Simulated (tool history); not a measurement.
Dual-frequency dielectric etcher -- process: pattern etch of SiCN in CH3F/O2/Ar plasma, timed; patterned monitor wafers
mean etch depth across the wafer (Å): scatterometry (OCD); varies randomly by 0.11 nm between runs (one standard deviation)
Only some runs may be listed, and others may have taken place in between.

run	hour	source power (kW)	bias power (kW)	etch time (s)	mean etch depth across the wafer (Å)
1	0.0	0.460	0.067	70	283.55
2	3.9	0.410	0.064	70	264.89
3	11.0	0.350	0.064	70	248.19
4	14.0	0.330	0.064	70	240.91
5	21.4	0.330	0.052	70	213.77
6	25.0	0.350	0.052	70	218.34
7	31.4	0.360	0.052	70	220.56

Forecast run 8:
8	34.9	0.360	0.052	70	?

{"run 8": {"mean etch depth across the wafer (Å)": 221.61}}
